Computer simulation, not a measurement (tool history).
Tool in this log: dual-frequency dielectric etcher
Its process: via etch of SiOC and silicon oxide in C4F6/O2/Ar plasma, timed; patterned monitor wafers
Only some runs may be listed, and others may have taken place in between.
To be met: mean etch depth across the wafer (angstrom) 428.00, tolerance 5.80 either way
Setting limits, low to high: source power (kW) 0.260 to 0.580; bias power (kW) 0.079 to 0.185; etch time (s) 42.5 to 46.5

run  hour  source power (kW)  bias power (kW)  etch time (s)  mean etch depth across the wafer (angstrom)
  1   0.0              0.420            0.132           46.5                                       466.47
  2   1.7              0.360            0.132           46.5                                       452.13
  3   6.8              0.350            0.131           46.5                                       443.85
  4  15.0              0.350            0.131           42.5                                       405.29
  5  16.9              0.360            0.131           42.5                                       408.52
  6  18.9              0.360            0.131           42.5                                       409.38
  7  24.1              0.370            0.131           42.5                                       411.75
  8  29.2              0.380            0.131           42.5                                       415.80
  9  35.1              0.390            0.131           42.5                                       420.74

Below are 4 possible settings for the next run. Only one of them brings all results inside the allowed miss of their targets. Which is it?
  A  41.0              0.410            0.095           45.5                                            ?
  B  41.0              0.350            0.131           43.0                                            ?
  C  41.0              0.380            0.120           45.0                                            ?
  D  41.0              0.270            0.132           46.5                                            ?

move  mean etch depth across the wafer (angstrom)
   A                                       418.12
   B                                       411.53
   C                                       430.53
   D                                       413.78
A: the biggest miss grows against the last run
B: the biggest miss grows against the last run
C: in spec on every target
D: the biggest miss grows against the last run
The right move is C.
